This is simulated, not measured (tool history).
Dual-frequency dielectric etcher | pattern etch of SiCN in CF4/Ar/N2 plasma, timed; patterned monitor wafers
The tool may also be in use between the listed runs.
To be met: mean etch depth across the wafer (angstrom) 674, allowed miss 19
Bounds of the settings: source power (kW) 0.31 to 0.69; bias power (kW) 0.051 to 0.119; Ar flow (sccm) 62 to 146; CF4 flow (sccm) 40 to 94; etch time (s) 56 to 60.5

| run | hour | source power (kW) | bias power (kW) | Ar flow (sccm) | CF4 flow (sccm) | etch time (s) | mean etch depth across the wafer (angstrom) |
|---|---|---|---|---|---|---|---|
| 1 | 0 | 0.5 | 0.085 | 104 | 67 | 60.5 | 588.07 |
| 2 | 2.4 | 0.51 | 0.085 | 104 | 67 | 60.5 | 596.02 |
| 3 | 3.6 | 0.47 | 0.085 | 104 | 67 | 60.5 | 557.46 |
| 4 | 9.7 | 0.47 | 0.085 | 104 | 67 | 60.5 | 555.55 |
| 5 | 16.4 | 0.47 | 0.085 | 116 | 67 | 60.5 | 550.26 |
| 6 | 20.8 | 0.49 | 0.086 | 116 | 67 | 60.5 | 574.61 |
| 7 | 26.2 | 0.5 | 0.086 | 116 | 67 | 60.5 | 583.31 |
| 8 | 30.6 | 0.51 | 0.086 | 116 | 67 | 60.5 | 595.1 |

Which of these 4 next moves meets every target?
| A | 35 | 0.57 | 0.085 | 112 | 73 | 60.5 | ? |
| B | 35 | 0.51 | 0.078 | 123 | 66 | 57.5 | ? |
| C | 35 | 0.5 | 0.085 | 117 | 62 | 58 | ? |
| D | 35 | 0.48 | 0.075 | 131 | 76 | 56 | ? |

| move | mean etch depth across the wafer (angstrom) |
|---|---|
| A | 669 |
| B | 535.84 |
| C | 550.86 |
| D | 486.28 |
A: meets every target
B: further off than the last run
C: further off than the last run
D: further off than the last run
Move A is the one to make.
